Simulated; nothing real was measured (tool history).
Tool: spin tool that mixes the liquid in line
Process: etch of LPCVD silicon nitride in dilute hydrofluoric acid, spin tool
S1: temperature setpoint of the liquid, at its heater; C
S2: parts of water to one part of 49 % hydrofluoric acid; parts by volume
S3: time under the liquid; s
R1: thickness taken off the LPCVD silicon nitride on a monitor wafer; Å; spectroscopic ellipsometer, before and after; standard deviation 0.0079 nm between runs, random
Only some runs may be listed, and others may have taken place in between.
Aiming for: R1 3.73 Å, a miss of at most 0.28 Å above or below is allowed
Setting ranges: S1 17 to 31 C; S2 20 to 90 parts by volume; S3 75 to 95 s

run,day,S1,S2,S3,R1
1,0,23,50,95,7.9002
2,0.204,23,50,95,8.0811
3,0.417,21.5,55,95,6.5441
4,0.554,23,55,95,7.2403
5,0.592,25,55,95,8.3534
6,0.696,25,55,95,8.2925
7,0.883,23,60,95,6.3713
8,1.025,21.5,60,95,5.9171
9,1.262,20.5,65,95,4.9347
10,1.342,19.5,65,95,4.5424
11,1.479,19,65,95,4.5304
12,1.788,18.5,65,95,4.5387
13,2.088,18,65,95,4.3002
14,2.379,17.5,65,95,4.1345

Exactly one of the 5 candidate moves below puts every result within its allowed miss. Which one?
A,2.671,17.5,50,85,?
B,2.671,17,60,80,?
C,2.671,18,60,90,?
D,2.671,20,55,80,?
E,2.671,18,60,95,?

move,R1
A,4.8087
B,3.6609
C,4.4194
D,4.9155
E,4.6649
A: moves away from the targets compared with the last run
B: every result lands within tolerance
C: moves away from the targets compared with the last run
D: moves away from the targets compared with the last run
E: moves away from the targets compared with the last run
The right move is B.
